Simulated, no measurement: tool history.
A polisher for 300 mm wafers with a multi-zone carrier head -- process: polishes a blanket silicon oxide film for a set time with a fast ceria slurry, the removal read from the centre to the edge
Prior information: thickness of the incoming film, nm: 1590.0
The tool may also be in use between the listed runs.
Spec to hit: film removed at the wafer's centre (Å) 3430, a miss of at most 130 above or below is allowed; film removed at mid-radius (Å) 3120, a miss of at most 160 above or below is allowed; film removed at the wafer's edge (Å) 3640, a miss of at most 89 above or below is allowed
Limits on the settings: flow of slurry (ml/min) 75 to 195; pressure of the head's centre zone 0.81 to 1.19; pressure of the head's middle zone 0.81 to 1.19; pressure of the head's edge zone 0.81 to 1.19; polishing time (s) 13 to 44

run  hour  flow of slurry (ml/min)  pressure of the head's centre zone  pressure of the head's middle zone  pressure of the head's edge zone  polishing time (s)  film removed at the wafer's centre (Å)  film removed at mid-radius (Å)  film removed at the wafer's edge (Å)
  1     0                      125                                   1                                   1                                 1                  28                                  4486.9                          4682.2                                  4714
  2   8.5                      120                                   1                                0.97                              0.99                  27                                  4243.1                          4371.1                                4509.2
  3  16.2                      120                                   1                                0.97                              0.99                  33                                  5266.9                          5335.5                                5546.3
  4  24.7                      115                                   1                                0.94                              0.98                  31                                  4706.4                          4754.4                                5184.9
  5  27.9                      115                                   1                                0.86                              0.98                  31                                  4828.3                          4396.1                                5161.2
  6  31.8                      115                                   1                                0.85                              0.96                  29                                  4528.1                          4125.1                                4839.1
  7  35.3                      115                                   1                                0.85                              0.95                  28                                  4390.1                          4030.3                                4594.4
  8  38.7                      110                                   1                                0.84                              0.94                  27                                    4148                          3760.1                                4338.1
     47.2  -- slurry nozzle cleaned
  9  47.2                      105                                   1                                0.83                              0.93                  27                                  4615.8                          4156.9                                4616.8

Exactly one of the 5 candidate moves below puts every result within its allowed miss. Which one?
  A  55.7                      155                                0.94                                0.81                              0.96                  20                                       ?                               ?                                     ?
  B  55.7                      105                                1.02                                0.97                              0.81                  20                                       ?                               ?                                     ?
  C  55.7                      185                                0.86                                0.84                              1.03                  19                                       ?                               ?                                     ?
  D  55.7                      125                                0.96                                0.91                              0.87                  20                                       ?                               ?                                     ?
  E  55.7                      110                                 0.9                                   1                              0.96                  20                                       ?                               ?                                     ?

move  film removed at the wafer's centre (Å)  film removed at mid-radius (Å)  film removed at the wafer's edge (Å)
   A                                    3462                          3159.8                                3692.5
   B                                  3490.8                          3432.1                                3255.6
   C                                  3096.1                          3174.5                                  3696
   D                                  3401.2                          3357.7                                3436.9
   E                                  3107.9                            3553                                3536.3
A: every result within its allowed miss
B: pushes the last run's worst result past its target
C: meets the target for the result that was furthest off, but another lies outside its allowed miss
D: pushes the last run's worst result past its target
E: pushes the last run's worst result past its target
Correct choice: A, which meets every target
